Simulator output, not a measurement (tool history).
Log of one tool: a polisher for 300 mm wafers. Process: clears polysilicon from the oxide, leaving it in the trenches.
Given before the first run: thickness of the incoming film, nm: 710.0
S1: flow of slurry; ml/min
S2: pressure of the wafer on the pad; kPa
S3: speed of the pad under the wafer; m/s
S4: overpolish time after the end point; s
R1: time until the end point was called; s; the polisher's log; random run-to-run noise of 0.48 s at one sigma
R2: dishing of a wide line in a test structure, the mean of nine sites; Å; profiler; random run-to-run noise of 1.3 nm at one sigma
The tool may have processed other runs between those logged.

| run | hour | S1 | S2 | S3 | S4 | R1 | R2 |
|---|---|---|---|---|---|---|---|
| 1 | 0 | 200 | 14.5 | 0.98 | 19 | 81.796 | 556.39 |
| 2 | 4.9 | 200 | 16.5 | 1.02 | 17 | 70.567 | 540.59 |
| 3 | 7.4 | 200 | 16.5 | 0.88 | 17 | 80.314 | 528.17 |
| 4 | 14.2 | 200 | 13.1 | 0.88 | 17 | 99.403 | 495.58 |
| 5 | 20.1 | 200 | 13.1 | 0.74 | 17 | 117.9 | 468.76 |
| 6 | 22.7 | 160 | 13.1 | 0.74 | 17 | 124.28 | 463.7 |
| 7 | 26.3 | 185 | 15.9 | 0.84 | 15 | 89.267 | 491.81 |

Forecast run 8:
| 8 | 32.4 | 200 | 17.9 | 0.9 | 14 | ? | ? |

{"run 8": {"R1": 72.705, "R2": 541.44}}
